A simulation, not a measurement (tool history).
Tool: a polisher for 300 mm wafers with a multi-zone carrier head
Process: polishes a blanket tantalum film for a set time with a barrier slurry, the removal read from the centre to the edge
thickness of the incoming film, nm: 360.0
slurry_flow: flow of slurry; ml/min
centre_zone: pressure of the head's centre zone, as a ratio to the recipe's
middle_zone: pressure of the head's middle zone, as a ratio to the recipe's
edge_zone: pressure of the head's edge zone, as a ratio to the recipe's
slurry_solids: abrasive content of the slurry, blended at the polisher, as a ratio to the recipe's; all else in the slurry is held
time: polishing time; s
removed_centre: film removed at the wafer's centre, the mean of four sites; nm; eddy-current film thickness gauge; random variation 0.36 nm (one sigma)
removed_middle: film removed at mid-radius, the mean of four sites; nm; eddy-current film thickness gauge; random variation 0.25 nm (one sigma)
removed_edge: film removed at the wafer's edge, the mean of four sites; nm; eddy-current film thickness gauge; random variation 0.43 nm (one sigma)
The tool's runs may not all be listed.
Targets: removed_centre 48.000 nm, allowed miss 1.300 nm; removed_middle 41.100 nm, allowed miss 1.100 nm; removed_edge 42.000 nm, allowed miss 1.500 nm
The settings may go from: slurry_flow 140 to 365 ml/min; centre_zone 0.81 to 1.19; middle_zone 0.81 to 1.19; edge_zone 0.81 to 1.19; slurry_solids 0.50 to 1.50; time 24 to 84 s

run 1 hour=0.0 | slurry_flow=235 centre_zone=1.00 middle_zone=1.00 edge_zone=1.00 slurry_solids=1.00 time=54 | removed_centre=66.955 removed_middle=68.945 removed_edge=67.569
run 2 hour=7.5 | slurry_flow=235 centre_zone=1.00 middle_zone=1.00 edge_zone=1.00 slurry_solids=1.00 time=49 | removed_centre=60.097 removed_middle=62.986 removed_edge=62.020
run 3 hour=10.3 | slurry_flow=235 centre_zone=1.00 middle_zone=0.94 edge_zone=1.00 slurry_solids=1.00 time=49 | removed_centre=60.108 removed_middle=59.370 removed_edge=61.264
run 4 hour=16.3 | slurry_flow=230 centre_zone=1.01 middle_zone=0.92 edge_zone=0.96 slurry_solids=0.90 time=48 | removed_centre=58.166 removed_middle=55.312 removed_edge=57.933
run 5 hour=17.7 | slurry_flow=230 centre_zone=1.01 middle_zone=0.92 edge_zone=0.96 slurry_solids=1.05 time=48 | removed_centre=60.473 removed_middle=57.663 removed_edge=60.223
run 6 hour=19.8 | slurry_flow=230 centre_zone=1.01 middle_zone=0.92 edge_zone=0.96 slurry_solids=1.25 time=48 | removed_centre=63.182 removed_middle=60.626 removed_edge=62.409
run 7 hour=22.6 | slurry_flow=235 centre_zone=1.03 middle_zone=0.92 edge_zone=0.93 slurry_solids=1.10 time=46 | removed_centre=59.217 removed_middle=56.384 removed_edge=57.319
run 8 hour=29.2 | slurry_flow=235 centre_zone=1.05 middle_zone=0.91 edge_zone=0.91 slurry_solids=1.00 time=45 | removed_centre=58.817 removed_middle=52.662 removed_edge=54.625
run 9 hour=36.2 | slurry_flow=235 centre_zone=1.05 middle_zone=0.91 edge_zone=0.89 slurry_solids=0.90 time=44 | removed_centre=54.507 removed_middle=49.967 removed_edge=50.653
run 10 hour=43.8 | slurry_flow=235 centre_zone=1.06 middle_zone=0.90 edge_zone=0.87 slurry_solids=0.80 time=44 | removed_centre=55.158 removed_middle=48.650 removed_edge=49.422
run 11 hour=48.6 | slurry_flow=230 centre_zone=1.06 middle_zone=0.89 edge_zone=0.86 slurry_solids=0.75 time=43 | removed_centre=52.399 removed_middle=46.029 removed_edge=48.084
run 12 hour=55.3 | slurry_flow=235 centre_zone=1.07 middle_zone=0.89 edge_zone=0.85 slurry_solids=0.70 time=42 | removed_centre=49.444 removed_middle=44.633 removed_edge=44.594
run 13 hour=56.9 | slurry_flow=235 centre_zone=1.08 middle_zone=0.88 edge_zone=0.84 slurry_solids=0.65 time=42 | removed_centre=49.281 removed_middle=43.123 removed_edge=44.315
run 14 hour=61.9 | slurry_flow=205 centre_zone=1.11 middle_zone=0.89 edge_zone=0.81 slurry_solids=0.55 time=41 | removed_centre=46.801 removed_middle=40.265 removed_edge=39.654
run 15 hour=66.4 | slurry_flow=210 centre_zone=1.11 middle_zone=0.89 edge_zone=0.82 slurry_solids=0.55 time=41 | removed_centre=47.309 removed_middle=39.677 removed_edge=40.075
run 16 hour=71.2 | slurry_flow=215 centre_zone=1.11 middle_zone=0.89 edge_zone=0.83 slurry_solids=0.55 time=41 | removed_centre=47.304 removed_middle=40.006 removed_edge=40.447

5 next moves are on the table. One of them brings every result within its allowed miss. Which?
run A hour=76.0 | slurry_flow=150 centre_zone=1.19 middle_zone=0.86 edge_zone=0.81 slurry_solids=0.60 time=40 | removed_centre=? removed_middle=? removed_edge=?
run B hour=76.0 | slurry_flow=275 centre_zone=1.13 middle_zone=0.86 edge_zone=0.95 slurry_solids=0.60 time=39 | removed_centre=? removed_middle=? removed_edge=?
run C hour=76.0 | slurry_flow=180 centre_zone=1.15 middle_zone=0.94 edge_zone=0.94 slurry_solids=0.50 time=42 | removed_centre=? removed_middle=? removed_edge=?
run D hour=76.0 | slurry_flow=235 centre_zone=1.18 middle_zone=0.97 edge_zone=0.81 slurry_solids=0.70 time=35 | removed_centre=? removed_middle=? removed_edge=?
run E hour=76.0 | slurry_flow=205 centre_zone=1.19 middle_zone=0.95 edge_zone=0.81 slurry_solids=0.65 time=37 | removed_centre=? removed_middle=? removed_edge=?

move=A removed_centre=48.589 removed_middle=37.610 removed_edge=38.820
move=B removed_centre=47.591 removed_middle=38.582 removed_edge=41.989
move=C removed_centre=47.594 removed_middle=40.950 removed_edge=41.528
move=D removed_centre=45.990 removed_middle=39.475 removed_edge=36.445
move=E removed_centre=47.423 removed_middle=39.716 removed_edge=37.433
A: further off than the last run
B: brings the result that was furthest off to its target, and leaves another outside
C: meets every target
D: further off than the last run
E: further off than the last run
Answer: C
